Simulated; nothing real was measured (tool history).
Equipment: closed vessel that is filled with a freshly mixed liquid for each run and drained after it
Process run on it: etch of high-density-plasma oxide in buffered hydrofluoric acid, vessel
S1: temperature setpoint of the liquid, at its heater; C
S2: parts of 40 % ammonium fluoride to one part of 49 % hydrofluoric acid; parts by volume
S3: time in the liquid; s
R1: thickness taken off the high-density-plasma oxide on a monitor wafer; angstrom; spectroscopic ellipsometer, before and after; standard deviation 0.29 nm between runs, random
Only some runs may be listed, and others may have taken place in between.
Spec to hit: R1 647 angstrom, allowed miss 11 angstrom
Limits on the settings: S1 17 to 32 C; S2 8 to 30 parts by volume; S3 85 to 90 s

run	hour	S1	S2	S3	R1
1	0	24	22.5	85	475.67
2	0.6	24	27.5	85	412.35
3	5.4	25	27.5	85	435.54
4	5.9	25	27.5	85	436.74
5	9.4	26	27.5	85	462.16
6	17	26.5	27.5	85	475.35
7	22.8	30.5	27	85	595.21
8	31.4	30.5	27	85	590.95
9	32.8	31.5	26.5	85	633.97

Which single option among these 4 for the next run brings every result within its allowed miss of target? Just one does.
A	34.2	31.5	27	85	?
B	34.2	32	30	85	?
C	34.2	30.5	25	85	?
D	34.2	31.5	25.5	85	?

move	R1
A	626.19
B	598.61
C	625.96
D	651
A: its largest miss is bigger than the last run's
B: its largest miss is bigger than the last run's
C: its largest miss is bigger than the last run's
D: every result lands within tolerance
Correct choice: D, which meets every target

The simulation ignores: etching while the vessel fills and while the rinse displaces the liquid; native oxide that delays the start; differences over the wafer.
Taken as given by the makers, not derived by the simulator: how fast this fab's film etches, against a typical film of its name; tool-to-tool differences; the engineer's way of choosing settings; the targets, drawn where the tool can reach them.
